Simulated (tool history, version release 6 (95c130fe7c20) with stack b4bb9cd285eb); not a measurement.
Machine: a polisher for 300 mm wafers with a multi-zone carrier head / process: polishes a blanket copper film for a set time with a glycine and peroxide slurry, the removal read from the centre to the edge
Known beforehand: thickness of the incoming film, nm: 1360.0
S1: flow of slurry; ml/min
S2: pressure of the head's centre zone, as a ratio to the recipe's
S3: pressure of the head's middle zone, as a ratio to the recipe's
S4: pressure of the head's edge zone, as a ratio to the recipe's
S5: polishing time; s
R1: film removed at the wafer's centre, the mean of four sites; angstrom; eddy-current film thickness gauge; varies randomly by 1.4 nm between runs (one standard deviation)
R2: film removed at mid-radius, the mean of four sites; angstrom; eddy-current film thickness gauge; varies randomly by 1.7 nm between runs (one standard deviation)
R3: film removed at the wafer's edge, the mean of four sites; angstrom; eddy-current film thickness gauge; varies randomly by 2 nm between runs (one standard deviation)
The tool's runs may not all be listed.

{"run": 1, "day": 0.0, "S1": 125, "S2": 1.0, "S3": 1.0, "S4": 1.0, "S5": 31, "R1": 1384.3, "R2": 1373.4, "R3": 1351.7}
{"run": 2, "day": 0.129, "S1": 140, "S2": 0.98, "S3": 1.04, "S4": 1.05, "S5": 32, "R1": 1447.7, "R2": 1481.0, "R3": 1437.0}
{"run": 3, "day": 0.333, "S1": 140, "S2": 1.05, "S3": 1.04, "S4": 1.05, "S5": 32, "R1": 1554.6, "R2": 1501.0, "R3": 1432.7}
{"run": 4, "day": 0.538, "S1": 140, "S2": 1.05, "S3": 0.96, "S4": 1.05, "S5": 32, "R1": 1528.6, "R2": 1397.3, "R3": 1434.5}
{"run": 5, "day": 0.904, "S1": 145, "S2": 1.0, "S3": 1.01, "S4": 1.08, "S5": 33, "R1": 1522.1, "R2": 1509.6, "R3": 1511.8}
{"run": 6, "day": 0.954, "S1": 145, "S2": 1.07, "S3": 1.01, "S4": 1.08, "S5": 33, "R1": 1641.5, "R2": 1519.4, "R3": 1528.7}

Run 7 is up next; what results do you expect?
{"run": 7, "day": 1.067, "S1": 145, "S2": 1.02, "S3": 1.06, "S4": 1.11, "S5": 34, "R1": "?", "R2": "?", "R3": "?"}

Run 7 gave R1 1580.3 angstrom, R2 1613.2 angstrom, R3 1563.6 angstrom.

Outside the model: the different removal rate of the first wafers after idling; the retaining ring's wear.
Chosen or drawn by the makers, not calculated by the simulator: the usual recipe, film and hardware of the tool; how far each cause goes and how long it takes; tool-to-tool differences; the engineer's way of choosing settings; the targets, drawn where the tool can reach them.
